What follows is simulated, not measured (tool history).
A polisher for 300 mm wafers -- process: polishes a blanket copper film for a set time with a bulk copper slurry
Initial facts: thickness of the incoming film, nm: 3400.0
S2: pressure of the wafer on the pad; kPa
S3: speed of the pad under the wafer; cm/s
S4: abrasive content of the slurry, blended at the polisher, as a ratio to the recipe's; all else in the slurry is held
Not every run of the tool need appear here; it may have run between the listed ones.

{"run": 1, "day": 0.0, "flow of slurry (ml/min)": 145, "S2": 22.1, "S3": 84, "S4": 1.0, "polishing time (s)": 59, "film removed (Å)": 5398.4}
{"run": 2, "day": 0.258, "flow of slurry (ml/min)": 130, "S2": 22.1, "S3": 84, "S4": 1.0, "polishing time (s)": 59, "film removed (Å)": 5394.8}
{"run": 3, "day": 0.362, "flow of slurry (ml/min)": 130, "S2": 23.4, "S3": 84, "S4": 1.0, "polishing time (s)": 59, "film removed (Å)": 5631.1}
{"run": 4, "day": 0.608, "flow of slurry (ml/min)": 130, "S2": 26.2, "S3": 84, "S4": 1.0, "polishing time (s)": 59, "film removed (Å)": 6121.6}
{"run": 5, "day": 0.817, "flow of slurry (ml/min)": 130, "S2": 27.6, "S3": 84, "S4": 1.0, "polishing time (s)": 59, "film removed (Å)": 6406.9}
{"run": 6, "day": 0.85, "flow of slurry (ml/min)": 130, "S2": 28.3, "S3": 84, "S4": 1.0, "polishing time (s)": 59, "film removed (Å)": 6531.4}
{"run": 7, "day": 0.954, "flow of slurry (ml/min)": 130, "S2": 29.0, "S3": 84, "S4": 1.0, "polishing time (s)": 59, "film removed (Å)": 6669.4}

Run 8 comes next. What will it give?
{"run": 8, "day": 1.246, "flow of slurry (ml/min)": 130, "S2": 29.6, "S3": 84, "S4": 1.0, "polishing time (s)": 59, "film removed (Å)": "?"}

{"run 8": {"film removed (Å)": 6933.9}}
